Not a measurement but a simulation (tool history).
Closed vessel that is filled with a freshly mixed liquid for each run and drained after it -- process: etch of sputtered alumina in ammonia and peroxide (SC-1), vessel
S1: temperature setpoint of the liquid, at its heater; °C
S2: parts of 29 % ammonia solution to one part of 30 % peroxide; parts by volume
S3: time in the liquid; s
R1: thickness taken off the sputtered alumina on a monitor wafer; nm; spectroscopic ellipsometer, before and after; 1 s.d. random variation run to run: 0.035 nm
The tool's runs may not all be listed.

Run 1, hour 0.0: S1 50.0 °C, S2 0.55 parts by volume, S3 105 s. Result: R1 6.3319 nm.
Run 2, hour 5.3: S1 50.0 °C, S2 0.55 parts by volume, S3 70 s. Result: R1 4.2885 nm.
Run 3, hour 9.1: S1 49.5 °C, S2 0.55 parts by volume, S3 70 s. Result: R1 4.1143 nm.
Run 4, hour 13.7: S1 49.5 °C, S2 0.55 parts by volume, S3 105 s. Result: R1 6.1664 nm.
Run 5, hour 18.8: S1 47.0 °C, S2 0.55 parts by volume, S3 105 s. Result: R1 5.3419 nm.
Run 6, hour 26.2: S1 44.5 °C, S2 0.55 parts by volume, S3 105 s. Result: R1 4.5867 nm.

The next listed run, before its measurement:
Run 7, hour 31.1: S1 43.5 °C, S2 0.55 parts by volume, S3 105 s. Result: R1 ?.

R1: 4.3812 nm
